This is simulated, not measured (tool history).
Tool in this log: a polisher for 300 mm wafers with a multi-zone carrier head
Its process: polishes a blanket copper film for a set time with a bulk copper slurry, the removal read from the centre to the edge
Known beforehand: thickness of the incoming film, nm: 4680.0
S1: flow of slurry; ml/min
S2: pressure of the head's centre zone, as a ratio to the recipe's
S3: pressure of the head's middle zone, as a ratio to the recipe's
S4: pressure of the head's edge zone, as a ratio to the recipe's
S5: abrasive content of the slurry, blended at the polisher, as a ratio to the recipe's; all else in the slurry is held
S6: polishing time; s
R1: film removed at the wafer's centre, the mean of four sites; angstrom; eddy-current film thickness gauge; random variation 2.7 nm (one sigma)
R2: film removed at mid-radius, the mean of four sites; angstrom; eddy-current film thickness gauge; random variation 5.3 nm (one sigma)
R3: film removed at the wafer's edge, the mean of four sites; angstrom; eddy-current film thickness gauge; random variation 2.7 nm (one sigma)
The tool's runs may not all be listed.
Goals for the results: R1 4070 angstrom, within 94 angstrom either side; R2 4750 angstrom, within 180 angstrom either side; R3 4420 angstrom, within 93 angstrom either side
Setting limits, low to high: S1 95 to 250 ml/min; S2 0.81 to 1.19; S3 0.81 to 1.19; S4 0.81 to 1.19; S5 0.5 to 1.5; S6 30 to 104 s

Run 1, hour 0: S1 160 ml/min, S2 1, S3 1, S4 1, S5 1, S6 67 s. Result: R1 3373.3 angstrom, R2 3385.3 angstrom, R3 3332.6 angstrom.
Run 2, hour 9: S1 170 ml/min, S2 1, S3 1.02, S4 1.03, S5 1.1, S6 68 s. Result: R1 3525.4 angstrom, R2 3556.4 angstrom, R3 3534.4 angstrom.
Run 3, hour 12.1: S1 170 ml/min, S2 1, S3 1.02, S4 1.03, S5 1.1, S6 52 s. Result: R1 2698.1 angstrom, R2 2775.6 angstrom, R3 2707.4 angstrom.
Run 4, hour 16.4: S1 170 ml/min, S2 1, S3 0.95, S4 1.03, S5 1.1, S6 52 s. Result: R1 2686.6 angstrom, R2 2584.6 angstrom, R3 2669.4 angstrom.
Run 5, hour 17.2: S1 175 ml/min, S2 1, S3 0.99, S4 1.05, S5 1.15, S6 55 s. Result: R1 2868 angstrom, R2 2859.8 angstrom, R3 2896.1 angstrom.
Run 6, hour 19.4: S1 180 ml/min, S2 1, S3 1.02, S4 1.07, S5 1.2, S6 58 s. Result: R1 3062.6 angstrom, R2 3136.1 angstrom, R3 3146.2 angstrom.
Run 7, hour 22.7: S1 225 ml/min, S2 1.02, S3 1.12, S4 1.17, S5 1.45, S6 69 s. Result: R1 4022 angstrom, R2 4284.1 angstrom, R3 4152 angstrom.
Run 8, hour 31.4: S1 225 ml/min, S2 1.01, S3 1.13, S4 1.17, S5 1.45, S6 69 s. Result: R1 3968.1 angstrom, R2 4347.2 angstrom, R3 4144.3 angstrom.

4 next moves are on the table. One of them brings every result within its allowed miss. Which?
Run A, hour 40.1: S1 225 ml/min, S2 0.9, S3 1.16, S4 1.18, S5 1.45, S6 73 s. Result: R1 ?, R2 ?, R3 ?.
Run B, hour 40.1: S1 190 ml/min, S2 0.95, S3 1.15, S4 1.13, S5 1.5, S6 76 s. Result: R1 ?, R2 ?, R3 ?.
Run C, hour 40.1: S1 240 ml/min, S2 0.93, S3 1.19, S4 1.11, S5 1.45, S6 71 s. Result: R1 ?, R2 ?, R3 ?.
Run D, hour 40.1: S1 195 ml/min, S2 0.89, S3 1.19, S4 1.08, S5 1.35, S6 77 s. Result: R1 ?, R2 ?, R3 ?.

move      R1      R2      R3
   A  3819.6  4803.6  4418.1
   B    4091  4873.2  4445.3
   C  3864.5  4816.1  4188.3
   D  3843.6    5004  4322.6
A: brings the result that was furthest off to its target, and leaves another outside
B: every result lands within tolerance
C: closer than the last run, but not yet in spec
D: closer than the last run, but not yet in spec
The right move is B.

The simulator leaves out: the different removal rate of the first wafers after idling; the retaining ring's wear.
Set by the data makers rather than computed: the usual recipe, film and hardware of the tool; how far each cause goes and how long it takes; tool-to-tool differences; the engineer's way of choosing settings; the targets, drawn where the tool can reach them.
